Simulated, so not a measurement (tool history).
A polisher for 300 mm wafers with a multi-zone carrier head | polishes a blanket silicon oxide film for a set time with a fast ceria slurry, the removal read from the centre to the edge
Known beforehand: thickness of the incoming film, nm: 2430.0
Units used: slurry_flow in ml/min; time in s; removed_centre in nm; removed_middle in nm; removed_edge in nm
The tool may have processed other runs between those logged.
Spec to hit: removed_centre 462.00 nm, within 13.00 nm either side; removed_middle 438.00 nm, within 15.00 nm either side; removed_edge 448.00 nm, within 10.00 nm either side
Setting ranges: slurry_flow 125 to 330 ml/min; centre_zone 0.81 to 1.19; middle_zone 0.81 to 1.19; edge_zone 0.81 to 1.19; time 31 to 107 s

run  hour  slurry_flow  centre_zone  middle_zone  edge_zone  time  removed_centre  removed_middle  removed_edge
  1   0.0          210         1.00         1.00       1.00    69          696.47          704.87        689.86
  2   1.2          210         1.06         1.00       1.00    69          729.77          704.43        685.62
  3   7.0          210         1.06         1.00       1.03    69          733.57          703.86        687.56
  4  15.2          210         1.06         1.04       1.03    69          726.39          737.82        700.47
  5  19.6          210         1.06         1.07       1.03    69          746.16          744.30        691.74
  6  27.5          210         1.06         1.07       1.03    84          899.64          901.90        843.30
  7  35.5          200         1.04         1.01       0.99    71          738.38          731.71        701.54
  8  41.1          175         1.00         0.91       0.90    52          516.00          492.86        483.56
  9  42.0          165         0.98         0.88       0.88    52          494.73          479.76        481.66
 10  50.0          160         0.98         0.86       0.86    51          480.61          455.70        459.42
 11  51.4          155         0.98         0.85       0.86    51          492.62          447.57        460.46
 12  59.8          150         0.97         0.85       0.85    51          482.48          452.37        454.19
 13  67.4          145         0.96         0.84       0.85    51          473.20          440.26        465.65

Exactly one of the 4 candidate moves below puts every result within its allowed miss. Which one?
  A  75.0          170         0.94         0.81       0.83    53               ?               ?             ?
  B  75.0          140         0.89         0.81       0.90    53               ?               ?             ?
  C  75.0          130         0.95         0.84       0.82    51               ?               ?             ?
  D  75.0          125         0.97         0.84       0.92    54               ?               ?             ?

move  removed_centre  removed_middle  removed_edge
   A          484.06          459.00        479.42
   B          449.19          451.08        490.85
   C          458.24          442.73        450.61
   D          493.51          466.99        501.24
A: the biggest miss grows against the last run
B: the biggest miss grows against the last run
C: each result inside its tolerance
D: the biggest miss grows against the last run
Answer: C
